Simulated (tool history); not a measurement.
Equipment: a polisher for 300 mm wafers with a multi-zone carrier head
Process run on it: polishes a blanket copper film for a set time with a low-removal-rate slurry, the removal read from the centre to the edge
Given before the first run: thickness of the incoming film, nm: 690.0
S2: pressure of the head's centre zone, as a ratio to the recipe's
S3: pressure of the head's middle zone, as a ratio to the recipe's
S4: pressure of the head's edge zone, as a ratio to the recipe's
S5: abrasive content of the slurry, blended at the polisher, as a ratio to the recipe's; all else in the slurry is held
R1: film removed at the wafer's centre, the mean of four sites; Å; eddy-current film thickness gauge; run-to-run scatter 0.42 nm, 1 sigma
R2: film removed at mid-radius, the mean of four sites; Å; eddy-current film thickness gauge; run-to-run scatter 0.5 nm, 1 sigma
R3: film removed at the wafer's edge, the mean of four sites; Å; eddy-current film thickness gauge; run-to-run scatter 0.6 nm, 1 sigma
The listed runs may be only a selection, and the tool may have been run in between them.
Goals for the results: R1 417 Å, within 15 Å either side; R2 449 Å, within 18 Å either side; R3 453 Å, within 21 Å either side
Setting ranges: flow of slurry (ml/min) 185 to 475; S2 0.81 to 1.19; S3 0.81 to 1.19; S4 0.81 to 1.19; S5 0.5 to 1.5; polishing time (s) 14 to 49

Run 1, hour 0: flow of slurry (ml/min) 305, S2 1, S3 1, S4 1, S5 1, polishing time (s) 31. Result: R1 712.7 Å, R2 747.77 Å, R3 731.8 Å.
Run 2, hour 2.4: flow of slurry (ml/min) 240, S2 1, S3 1, S4 1, S5 1, polishing time (s) 31. Result: R1 701.22 Å, R2 727.5 Å, R3 726.56 Å.
Run 3, hour 9.9: flow of slurry (ml/min) 240, S2 1, S3 1, S4 1, S5 0.9, polishing time (s) 31. Result: R1 682.47 Å, R2 723.86 Å, R3 690.55 Å.
Run 4, hour 11.7: flow of slurry (ml/min) 240, S2 1, S3 1, S4 1, S5 0.7, polishing time (s) 31. Result: R1 643.13 Å, R2 675.59 Å, R3 653.95 Å.
Run 5, hour 13.3: flow of slurry (ml/min) 240, S2 1, S3 1, S4 1.08, S5 0.7, polishing time (s) 31. Result: R1 646.17 Å, R2 683.5 Å, R3 694.25 Å.
Run 6, hour 15.6: flow of slurry (ml/min) 240, S2 1, S3 0.92, S4 1.08, S5 0.7, polishing time (s) 31. Result: R1 659.56 Å, R2 627.73 Å, R3 678.11 Å.
Run 7, hour 17.9: flow of slurry (ml/min) 240, S2 0.98, S3 0.92, S4 1.06, S5 0.65, polishing time (s) 30. Result: R1 602.25 Å, R2 596.64 Å, R3 660.42 Å.
Run 8, hour 25.6: flow of slurry (ml/min) 235, S2 0.98, S3 0.93, S4 1.04, S5 0.65, polishing time (s) 29. Result: R1 583.96 Å, R2 579.29 Å, R3 609.93 Å.
Run 9, hour 31: flow of slurry (ml/min) 220, S2 0.88, S3 0.86, S4 0.94, S5 0.5, polishing time (s) 23. Result: R1 395.25 Å, R2 401.38 Å, R3 436.82 Å.
Run 10, hour 36.1: flow of slurry (ml/min) 225, S2 0.88, S3 0.87, S4 0.94, S5 0.5, polishing time (s) 23. Result: R1 397.65 Å, R2 421.2 Å, R3 443.12 Å.
Run 11, hour 38.2: flow of slurry (ml/min) 230, S2 0.88, S3 0.87, S4 0.94, S5 0.5, polishing time (s) 23. Result: R1 402.59 Å, R2 408.71 Å, R3 446.91 Å.
Run 12, hour 45: flow of slurry (ml/min) 230, S2 0.88, S3 0.88, S4 0.94, S5 0.5, polishing time (s) 23. Result: R1 394.19 Å, R2 420.61 Å, R3 442.18 Å.
Run 13, hour 47.5: flow of slurry (ml/min) 235, S2 0.89, S3 0.89, S4 0.94, S5 0.5, polishing time (s) 23. Result: R1 407.68 Å, R2 424.12 Å, R3 449.81 Å.
Run 14, hour 52.2: flow of slurry (ml/min) 235, S2 0.89, S3 0.9, S4 0.94, S5 0.5, polishing time (s) 23. Result: R1 399.04 Å, R2 424.43 Å, R3 444.33 Å.

Exercise: of the 5 proposed moves below, exactly one satisfies all targets within the stated allowed misses. Which move is it?
Run A, hour 56.9: flow of slurry (ml/min) 205, S2 0.9, S3 0.94, S4 0.97, S5 0.5, polishing time (s) 22. Result: R1 ?, R2 ?, R3 ?.
Run B, hour 56.9: flow of slurry (ml/min) 235, S2 0.85, S3 0.89, S4 0.98, S5 0.5, polishing time (s) 23. Result: R1 ?, R2 ?, R3 ?.
Run C, hour 56.9: flow of slurry (ml/min) 240, S2 0.91, S3 0.94, S4 0.94, S5 0.5, polishing time (s) 23. Result: R1 ?, R2 ?, R3 ?.
Run D, hour 56.9: flow of slurry (ml/min) 195, S2 0.93, S3 0.82, S4 0.95, S5 0.5, polishing time (s) 23. Result: R1 ?, R2 ?, R3 ?.
Run E, hour 56.9: flow of slurry (ml/min) 230, S2 0.91, S3 0.84, S4 0.94, S5 0.5, polishing time (s) 23. Result: R1 ?, R2 ?, R3 ?.

move      R1      R2      R3
   A   383.9  412.26  419.02
   B  389.63   419.5  446.54
   C  414.77  440.07  438.37
   D  409.29  382.16  432.11
   E  412.03  398.82  437.21
A: its largest miss is bigger than the last run's
B: its largest miss is bigger than the last run's
C: all results in spec
D: its largest miss is bigger than the last run's
E: its largest miss is bigger than the last run's
Correct choice: C, which meets every target
